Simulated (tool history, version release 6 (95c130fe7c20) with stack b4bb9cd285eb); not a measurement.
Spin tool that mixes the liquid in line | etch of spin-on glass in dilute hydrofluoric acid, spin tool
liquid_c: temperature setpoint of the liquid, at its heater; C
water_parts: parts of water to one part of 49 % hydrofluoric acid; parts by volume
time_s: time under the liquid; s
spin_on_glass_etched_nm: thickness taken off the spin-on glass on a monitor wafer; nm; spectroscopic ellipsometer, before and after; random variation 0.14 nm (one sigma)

run 1 hour=0 | liquid_c=25 water_parts=220 time_s=300 | spin_on_glass_etched_nm=29.366
run 2 hour=3.6 | liquid_c=22.5 water_parts=225 time_s=300 | spin_on_glass_etched_nm=25.903
run 3 hour=5.7 | liquid_c=24 water_parts=225 time_s=300 | spin_on_glass_etched_nm=27.357
run 4 hour=7.1 | liquid_c=24 water_parts=260 time_s=300 | spin_on_glass_etched_nm=22.689
run 5 hour=12.3 | liquid_c=24 water_parts=260 time_s=320 | spin_on_glass_etched_nm=24.488
run 6 hour=18.3 | liquid_c=24 water_parts=260 time_s=300 | spin_on_glass_etched_nm=22.839

Forecast run 7:
run 7 hour=19.9 | liquid_c=23.5 water_parts=260 time_s=300 | spin_on_glass_etched_nm=?

{"run 7": {"spin_on_glass_etched_nm": 22.366}}
